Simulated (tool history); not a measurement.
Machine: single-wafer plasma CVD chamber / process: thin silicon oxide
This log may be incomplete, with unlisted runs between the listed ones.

| run | day | heater temperature setpoint (deg C) | chamber pressure (Pa) | RF power (W) | deposition time (s) | mean film thickness on the monitor wafer (angstrom) |
|---|---|---|---|---|---|---|
| 1 | 0.000 | 420 | 110.3 | 315 | 15.0 | 290.92 |
| 2 | 0.042 | 420 | 103.6 | 315 | 15.0 | 276.11 |
| 3 | 0.225 | 420 | 97.9 | 315 | 15.0 | 262.13 |
| 4 | 0.517 | 420 | 93.3 | 315 | 15.0 | 250.89 |
| 5 | 0.788 | 420 | 89.7 | 315 | 15.0 | 242.33 |
| 6 | 0.842 | 420 | 86.8 | 315 | 15.0 | 233.92 |
| 7 | 0.929 | 420 | 68.8 | 310 | 15.0 | 186.25 |
| 8 | 1.271 | 420 | 78.0 | 310 | 15.0 | 209.89 |
| 9 | 1.408 | 420 | 77.6 | 310 | 15.0 | 209.45 |

The next listed run, before its measurement:
| 10 | 1.521 | 420 | 73.9 | 310 | 15.0 | ? |

mean film thickness on the monitor wafer (angstrom): 199.03
